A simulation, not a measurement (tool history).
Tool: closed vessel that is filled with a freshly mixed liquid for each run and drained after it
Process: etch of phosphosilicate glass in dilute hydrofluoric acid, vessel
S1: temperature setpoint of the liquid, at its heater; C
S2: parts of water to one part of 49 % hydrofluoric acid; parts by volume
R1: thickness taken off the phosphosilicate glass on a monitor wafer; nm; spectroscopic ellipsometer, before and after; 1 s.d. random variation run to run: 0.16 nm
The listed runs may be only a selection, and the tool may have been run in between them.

Run 1, day 0.000: S1 22.0 C, S2 180 parts by volume, time in the liquid (s) 95. Result: R1 35.497 nm.
Run 2, day 0.250: S1 23.0 C, S2 180 parts by volume, time in the liquid (s) 95. Result: R1 36.710 nm.
Run 3, day 0.292: S1 23.5 C, S2 180 parts by volume, time in the liquid (s) 95. Result: R1 37.683 nm.
Run 4, day 0.571: S1 26.0 C, S2 180 parts by volume, time in the liquid (s) 95. Result: R1 40.955 nm.
Run 5, day 0.612: S1 26.5 C, S2 180 parts by volume, time in the liquid (s) 95. Result: R1 41.856 nm.
Run 6, day 0.788: S1 27.0 C, S2 180 parts by volume, time in the liquid (s) 95. Result: R1 42.716 nm.

Predict the results of run 7:
Run 7, day 0.842: S1 27.5 C, S2 180 parts by volume, time in the liquid (s) 95. Result: R1 ?.

Run 7 came out at R1 43.283 nm.
